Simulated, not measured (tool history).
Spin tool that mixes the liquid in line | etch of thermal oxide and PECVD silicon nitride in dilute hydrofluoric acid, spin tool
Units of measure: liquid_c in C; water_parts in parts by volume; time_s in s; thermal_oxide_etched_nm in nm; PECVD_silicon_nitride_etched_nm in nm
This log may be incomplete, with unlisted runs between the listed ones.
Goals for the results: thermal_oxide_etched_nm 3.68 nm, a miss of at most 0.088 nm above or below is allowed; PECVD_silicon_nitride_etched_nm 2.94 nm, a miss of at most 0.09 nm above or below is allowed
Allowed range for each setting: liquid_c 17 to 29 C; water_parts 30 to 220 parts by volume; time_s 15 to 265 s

| run | hour | liquid_c | water_parts | time_s | thermal_oxide_etched_nm | PECVD_silicon_nitride_etched_nm |
|---|---|---|---|---|---|---|
| 1 | 0 | 21 | 125 | 135 | 4.3676 | 3.6383 |
| 2 | 3.9 | 17.5 | 125 | 135 | 3.8018 | 2.8313 |
| 3 | 5.7 | 17.5 | 125 | 170 | 4.7614 | 3.5781 |
| 4 | 11.7 | 17.5 | 90 | 170 | 6.8336 | 4.9393 |
| 5 | 19.7 | 17.5 | 50 | 170 | 12.783 | 8.9074 |
| 6 | 28.1 | 17.5 | 30 | 170 | 21.878 | 14.395 |
| 7 | 30.8 | 17.5 | 65 | 170 | 9.7647 | 6.7848 |
| 8 | 34.2 | 18 | 90 | 175 | 7.2258 | 5.166 |
| 9 | 37.3 | 21 | 140 | 175 | 4.9836 | 4.186 |
| 10 | 43.1 | 20 | 145 | 175 | 4.5605 | 3.7332 |

Of the 5 settings listed for the next run, only one would bring every result within its allowed miss of target. Which one?
| A | 48.9 | 19 | 150 | 160 | ? | ? |
| B | 48.9 | 19 | 90 | 90 | ? | ? |
| C | 48.9 | 20 | 165 | 155 | ? | ? |
| D | 48.9 | 18.5 | 145 | 150 | ? | ? |
| E | 48.9 | 20 | 185 | 185 | ? | ? |

| move | thermal_oxide_etched_nm | PECVD_silicon_nitride_etched_nm |
|---|---|---|
| A | 3.8768 | 3.1234 |
| B | 3.8731 | 2.8872 |
| C | 3.499 | 2.949 |
| D | 3.7035 | 2.9255 |
| E | 3.6503 | 3.149 |
A: nearer the targets than the last run, but a result is still out of spec
B: nearer the targets than the last run, but a result is still out of spec
C: the result that was furthest off in the last run now lies on the other side of its target
D: all results in spec
E: corrects the largest miss of the last run, while another result sits out of spec
Move D is the one to make.

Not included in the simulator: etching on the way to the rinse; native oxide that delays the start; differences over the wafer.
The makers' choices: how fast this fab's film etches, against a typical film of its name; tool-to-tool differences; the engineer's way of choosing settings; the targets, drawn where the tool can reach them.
